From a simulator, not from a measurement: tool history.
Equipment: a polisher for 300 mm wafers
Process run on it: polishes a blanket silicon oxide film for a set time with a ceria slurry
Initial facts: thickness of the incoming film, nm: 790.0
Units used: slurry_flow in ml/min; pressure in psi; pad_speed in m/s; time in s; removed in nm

run,day,slurry_flow,pressure,pad_speed,time,removed
1,0.000,210,3.2,1.38,65,401.19
2,0.321,210,3.2,1.60,65,472.92
3,0.600,210,3.2,1.82,65,523.98
4,0.800,255,3.2,1.82,65,538.00
5,1.038,255,3.4,1.82,65,563.92
6,1.088,255,2.7,1.82,65,472.00
7,1.162,255,3.6,1.90,65,610.92

Run 8 is up next; what results do you expect?
8,1.400,255,3.7,1.90,65,?

removed: 634.59 nm

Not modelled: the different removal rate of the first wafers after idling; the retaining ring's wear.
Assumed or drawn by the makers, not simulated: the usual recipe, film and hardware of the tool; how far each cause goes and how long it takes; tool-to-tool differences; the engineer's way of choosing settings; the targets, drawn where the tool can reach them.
